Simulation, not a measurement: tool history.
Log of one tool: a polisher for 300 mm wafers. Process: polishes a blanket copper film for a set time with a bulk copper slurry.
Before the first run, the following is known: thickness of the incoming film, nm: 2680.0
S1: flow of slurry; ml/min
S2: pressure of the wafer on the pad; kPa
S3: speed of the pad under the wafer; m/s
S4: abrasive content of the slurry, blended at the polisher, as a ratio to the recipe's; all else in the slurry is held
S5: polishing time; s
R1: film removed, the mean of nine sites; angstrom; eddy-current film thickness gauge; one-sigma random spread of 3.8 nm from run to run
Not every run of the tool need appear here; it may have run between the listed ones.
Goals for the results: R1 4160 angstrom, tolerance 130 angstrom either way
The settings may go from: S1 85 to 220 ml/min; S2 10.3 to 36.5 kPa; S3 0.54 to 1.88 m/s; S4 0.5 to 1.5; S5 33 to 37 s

run  hour   S1    S2   S3  S4  S5      R1
  1     0  140  23.4  1.2   1  37  6444.8
  2   1.4  135  22.1  1.2   1  37  6020.4
  3   9.2  130  20.7  1.2   1  37    5621
  4  14.7  125  19.3  1.2   1  37  5239.2
  5    22  120  18.6  1.2   1  37  5076.9
  6  28.7  120  18.6  1.2   1  33  4445.9
       35  -- head pressure recalibrated
  7    35  115  18.6  1.2   1  33    3945
  8  36.8  120  18.6  1.2   1  33  4019.9

Which single option among these 5 for the next run brings every result within its allowed miss of target? Just one does.
  A  38.6  120  17.2  1.12   1.1  34   ?
  B  38.6   95  17.9  1.26   1.1  35   ?
  C  38.6  170  13.8  1.54   1.2  36   ?
  D  38.6  125  17.9  1.32  0.95  36   ?
  E  38.6  110  16.5  1.56   0.7  37   ?

move      R1
   A  3726.9
   B  4111.2
   C  4359.8
   D  4478.2
   E  4361.3
A: its largest miss is bigger than the last run's
B: each result inside its tolerance
C: moves the result that the last run missed by most past its target, out the other side
D: moves the result that the last run missed by most past its target, out the other side
E: moves the result that the last run missed by most past its target, out the other side
B is the move that brings every result within its allowed miss.
